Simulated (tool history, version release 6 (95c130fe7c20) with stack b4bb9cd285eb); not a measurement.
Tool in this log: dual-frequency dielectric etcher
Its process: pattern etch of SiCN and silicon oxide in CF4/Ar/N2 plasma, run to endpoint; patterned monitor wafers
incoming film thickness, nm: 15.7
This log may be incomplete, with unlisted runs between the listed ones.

run 1 hour=0 | source_power_(kW)=0.5 bias_power_(kW)=0.091 Ar_flow_(sccm)=125 CF4_flow_(sccm)=79 | endpoint_time_(s)=16.398
run 2 hour=7.2 | source_power_(kW)=0.49 bias_power_(kW)=0.091 Ar_flow_(sccm)=125 CF4_flow_(sccm)=79 | endpoint_time_(s)=16.83
run 3 hour=15 | source_power_(kW)=0.48 bias_power_(kW)=0.091 Ar_flow_(sccm)=125 CF4_flow_(sccm)=79 | endpoint_time_(s)=17.134
run 4 hour=17.3 | source_power_(kW)=0.48 bias_power_(kW)=0.091 Ar_flow_(sccm)=125 CF4_flow_(sccm)=66 | endpoint_time_(s)=17.612
run 5 hour=18.2 | source_power_(kW)=0.42 bias_power_(kW)=0.091 Ar_flow_(sccm)=125 CF4_flow_(sccm)=66 | endpoint_time_(s)=20.52
run 6 hour=23.2 | source_power_(kW)=0.34 bias_power_(kW)=0.091 Ar_flow_(sccm)=125 CF4_flow_(sccm)=66 | endpoint_time_(s)=26.972
run 7 hour=26.9 | source_power_(kW)=0.36 bias_power_(kW)=0.091 Ar_flow_(sccm)=125 CF4_flow_(sccm)=66 | endpoint_time_(s)=24.971
run 8 hour=33.2 | source_power_(kW)=0.36 bias_power_(kW)=0.091 Ar_flow_(sccm)=125 CF4_flow_(sccm)=66 | endpoint_time_(s)=24.924
run 9 hour=38.6 | source_power_(kW)=0.37 bias_power_(kW)=0.091 Ar_flow_(sccm)=125 CF4_flow_(sccm)=66 | endpoint_time_(s)=24.149
run 10 hour=45.4 | source_power_(kW)=0.38 bias_power_(kW)=0.091 Ar_flow_(sccm)=125 CF4_flow_(sccm)=66 | endpoint_time_(s)=23.155
run 11 hour=47 | source_power_(kW)=0.39 bias_power_(kW)=0.091 Ar_flow_(sccm)=125 CF4_flow_(sccm)=66 | endpoint_time_(s)=22.69
run 12 hour=55.7 | source_power_(kW)=0.4 bias_power_(kW)=0.091 Ar_flow_(sccm)=125 CF4_flow_(sccm)=66 | endpoint_time_(s)=21.82

What does the tool deliver on the next run?
run 13 hour=64.3 | source_power_(kW)=0.41 bias_power_(kW)=0.091 Ar_flow_(sccm)=125 CF4_flow_(sccm)=66 | endpoint_time_(s)=?

{"run 13": {"endpoint time (s)": 21.318}}
